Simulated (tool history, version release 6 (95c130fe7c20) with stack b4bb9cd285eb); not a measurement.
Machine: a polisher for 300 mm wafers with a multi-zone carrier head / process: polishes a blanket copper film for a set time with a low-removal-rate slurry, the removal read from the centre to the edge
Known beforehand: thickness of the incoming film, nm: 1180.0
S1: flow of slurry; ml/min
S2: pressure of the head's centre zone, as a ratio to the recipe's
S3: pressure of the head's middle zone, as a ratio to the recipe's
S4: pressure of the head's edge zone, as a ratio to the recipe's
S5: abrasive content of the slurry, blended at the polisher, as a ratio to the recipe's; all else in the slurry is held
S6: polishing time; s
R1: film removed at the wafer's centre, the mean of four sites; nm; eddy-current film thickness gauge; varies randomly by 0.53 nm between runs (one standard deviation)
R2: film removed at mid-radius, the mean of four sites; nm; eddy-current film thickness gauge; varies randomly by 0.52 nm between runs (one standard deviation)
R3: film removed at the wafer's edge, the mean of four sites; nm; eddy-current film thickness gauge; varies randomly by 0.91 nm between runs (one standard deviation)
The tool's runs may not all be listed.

run 1 hour=0 | S1=165 S2=1 S3=1 S4=1 S5=1 S6=46 | R1=102.02 R2=104.35 R3=99.646
run 2 hour=4.4 | S1=165 S2=1 S3=1 S4=0.96 S5=1 S6=46 | R1=103.26 R2=104.87 R3=98.816
run 3 hour=12.7 | S1=160 S2=0.99 S3=0.97 S4=0.97 S5=0.9 S6=45 | R1=97.613 R2=97.859 R3=95.954
run 4 hour=16.2 | S1=155 S2=0.98 S3=0.95 S4=0.97 S5=0.85 S6=44 | R1=91.747 R2=92.563 R3=94.005
run 5 hour=20.2 | S1=150 S2=0.98 S3=0.93 S4=0.96 S5=0.8 S6=43 | R1=89.069 R2=88.115 R3=90.112
run 6 hour=28.7 | S1=145 S2=0.98 S3=0.91 S4=0.96 S5=0.75 S6=42 | R1=85.802 R2=83.982 R3=88.642
run 7 hour=30.3 | S1=140 S2=0.98 S3=0.89 S4=0.95 S5=0.7 S6=41 | R1=82.782 R2=78.445 R3=81.525

Run 8 is up next; what results do you expect?
run 8 hour=33.1 | S1=135 S2=0.97 S3=0.88 S4=0.96 S5=0.65 S6=41 | R1=? R2=? R3=?

{"run 8": {"R1": 78.072, "R2": 75.657, "R3": 81.926}}
